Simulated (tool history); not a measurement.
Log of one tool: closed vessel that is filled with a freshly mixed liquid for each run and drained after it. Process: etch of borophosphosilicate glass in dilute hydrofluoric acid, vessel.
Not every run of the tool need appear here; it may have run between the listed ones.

run,hour,temperature setpoint of the liquid (K),parts of water to one part of 49 % hydrofluoric acid (parts by volume),time in the liquid (s),thickness taken off the borophosphosilicate glass on a monitor wafer (Å)
1,0,294.15,80,30,128.09
2,1.4,294.15,90,30,114.91
3,7.2,295.15,85,30,127.34
4,11.5,295.15,85,30,125.95
5,14.6,295.15,105,30,100.2
6,21,295.15,105,30,99.552
7,26.6,296.15,100,30,110.33

Run 8 comes next. What will it give?
8,29.9,296.65,95,30,?

{"run 8": {"thickness taken off the borophosphosilicate glass on a monitor wafer (Å)": 119.16}}
